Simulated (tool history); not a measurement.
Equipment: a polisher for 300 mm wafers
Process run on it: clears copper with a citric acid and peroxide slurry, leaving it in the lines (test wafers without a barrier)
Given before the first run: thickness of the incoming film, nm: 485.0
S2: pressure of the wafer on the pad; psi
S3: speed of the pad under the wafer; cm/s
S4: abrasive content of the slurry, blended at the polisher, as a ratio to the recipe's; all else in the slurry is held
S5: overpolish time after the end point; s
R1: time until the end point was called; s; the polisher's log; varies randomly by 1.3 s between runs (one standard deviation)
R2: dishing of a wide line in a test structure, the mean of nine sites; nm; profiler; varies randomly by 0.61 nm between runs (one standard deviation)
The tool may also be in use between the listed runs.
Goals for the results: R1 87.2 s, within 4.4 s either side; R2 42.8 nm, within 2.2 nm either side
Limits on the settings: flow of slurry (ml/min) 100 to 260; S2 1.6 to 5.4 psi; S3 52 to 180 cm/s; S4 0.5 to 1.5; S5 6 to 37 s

{"run": 1, "hour": 0.0, "flow of slurry (ml/min)": 165, "S2": 3.5, "S3": 116, "S4": 1, "S5": 19, "R1": 150.68, "R2": 38.601}
{"run": 2, "hour": 5.0, "flow of slurry (ml/min)": 170, "S2": 4, "S3": 118, "S4": 1, "S5": 17, "R1": 134.01, "R2": 40.332}
{"run": 3, "hour": 7.2, "flow of slurry (ml/min)": 170, "S2": 4.4, "S3": 122, "S4": 1, "S5": 15, "R1": 112.53, "R2": 40.496}
{"run": 4, "hour": 8.3, "flow of slurry (ml/min)": 170, "S2": 3.6, "S3": 122, "S4": 1, "S5": 15, "R1": 139.21, "R2": 34.821}
{"run": 5, "hour": 16.5, "flow of slurry (ml/min)": 170, "S2": 4.1, "S3": 124, "S4": 1, "S5": 14, "R1": 119.37, "R2": 36.316}
{"run": 6, "hour": 22.8, "flow of slurry (ml/min)": 170, "S2": 4.4, "S3": 124, "S4": 1, "S5": 14, "R1": 115.34, "R2": 38.747}
{"run": 7, "hour": 27.8, "flow of slurry (ml/min)": 175, "S2": 4.7, "S3": 126, "S4": 1, "S5": 13, "R1": 109.77, "R2": 39.201}
{"run": 8, "hour": 32.3, "flow of slurry (ml/min)": 175, "S2": 4.9, "S3": 130, "S4": 1, "S5": 12, "R1": 97.087, "R2": 39.457}
{"run": 9, "hour": 40.1, "flow of slurry (ml/min)": 175, "S2": 5, "S3": 130, "S4": 1, "S5": 12, "R1": 97.442, "R2": 38.629}
{"run": 10, "hour": 44.9, "flow of slurry (ml/min)": 175, "S2": 5, "S3": 130, "S4": 1, "S5": 12, "R1": 96.28, "R2": 39.187}

Which one of the following 4 next-run settings gets every result inside its allowed miss? There is exactly one.
{"run": "A", "hour": 49.7, "flow of slurry (ml/min)": 185, "S2": 4.9, "S3": 128, "S4": 1.1, "S5": 14, "R1": "?", "R2": "?"}
{"run": "B", "hour": 49.7, "flow of slurry (ml/min)": 140, "S2": 5.4, "S3": 136, "S4": 1.1, "S5": 12, "R1": "?", "R2": "?"}
{"run": "C", "hour": 49.7, "flow of slurry (ml/min)": 185, "S2": 4.5, "S3": 144, "S4": 0.85, "S5": 14, "R1": "?", "R2": "?"}
{"run": "D", "hour": 49.7, "flow of slurry (ml/min)": 155, "S2": 4.3, "S3": 134, "S4": 1.05, "S5": 12, "R1": "?", "R2": "?"}

move=A R1=95.863 R2=43.775
move=B R1=86.943 R2=42.009
move=C R1=97.682 R2=42.966
move=D R1=107.31 R2=35.094
A: no better and no worse than the last run
B: hits every target within its allowed miss
C: misses by more than the last run did
D: misses by more than the last run did
Go with B: it meets all targets.

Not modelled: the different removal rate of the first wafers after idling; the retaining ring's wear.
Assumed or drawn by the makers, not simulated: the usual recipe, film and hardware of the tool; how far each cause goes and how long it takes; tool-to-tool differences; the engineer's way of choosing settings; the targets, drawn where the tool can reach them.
